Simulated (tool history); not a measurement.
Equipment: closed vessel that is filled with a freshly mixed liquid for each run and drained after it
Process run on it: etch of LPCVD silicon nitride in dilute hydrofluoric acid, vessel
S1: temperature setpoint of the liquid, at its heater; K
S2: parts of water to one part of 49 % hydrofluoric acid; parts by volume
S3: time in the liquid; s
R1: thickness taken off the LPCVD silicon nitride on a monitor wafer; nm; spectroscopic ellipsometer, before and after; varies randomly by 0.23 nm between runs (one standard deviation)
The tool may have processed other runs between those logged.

run    day      S1  S2    S3      R1
  1      0  298.15  50  2610  28.768
  2  0.046  298.15  35  2610  40.406
  3  0.304  296.15  35  2610   35.15
  4  0.433  297.15  35  2610  37.948
  5  0.508  297.15  45  2610  29.556
  6  0.554  293.65  45  2610  23.448
  7  0.738  293.65  45  2610  23.353

Run 8 is up next; what results do you expect?
  8  1.008  293.65  45  2610   ?

R1: 23.454 nm
